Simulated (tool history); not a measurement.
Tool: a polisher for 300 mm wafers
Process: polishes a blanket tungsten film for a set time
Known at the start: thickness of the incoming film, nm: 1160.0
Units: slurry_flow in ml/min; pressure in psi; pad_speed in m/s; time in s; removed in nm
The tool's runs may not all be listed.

{"run": 1, "hour": 0.0, "slurry_flow": 140, "pressure": 4, "pad_speed": 1.36, "slurry_solids": 1, "time": 82, "removed": 644.53}
{"run": 2, "hour": 3.5, "slurry_flow": 140, "pressure": 4, "pad_speed": 1.36, "slurry_solids": 0.85, "time": 82, "removed": 614.06}
{"run": 3, "hour": 9.6, "slurry_flow": 160, "pressure": 4, "pad_speed": 1.36, "slurry_solids": 0.85, "time": 82, "removed": 631.34}
{"run": 4, "hour": 17.8, "slurry_flow": 150, "pressure": 4, "pad_speed": 1.36, "slurry_solids": 0.85, "time": 82, "removed": 626.51}
{"run": 5, "hour": 23.1, "slurry_flow": 150, "pressure": 4, "pad_speed": 1.36, "slurry_solids": 0.85, "time": 86, "removed": 653.82}
{"run": 6, "hour": 27.7, "slurry_flow": 115, "pressure": 4, "pad_speed": 1.36, "slurry_solids": 0.85, "time": 86, "removed": 622.09}
{"run": 7, "hour": 29.7, "slurry_flow": 110, "pressure": 3.6, "pad_speed": 1.36, "slurry_solids": 0.85, "time": 86, "removed": 536.21}
{"run": 8, "hour": 33.9, "slurry_flow": 105, "pressure": 3.4, "pad_speed": 1.36, "slurry_solids": 0.85, "time": 86, "removed": 514.7}

Forecast run 9:
{"run": 9, "hour": 40.5, "slurry_flow": 100, "pressure": 3.2, "pad_speed": 1.36, "slurry_solids": 0.85, "time": 86, "removed": "?"}

Run 9 gave removed 486.42 nm.
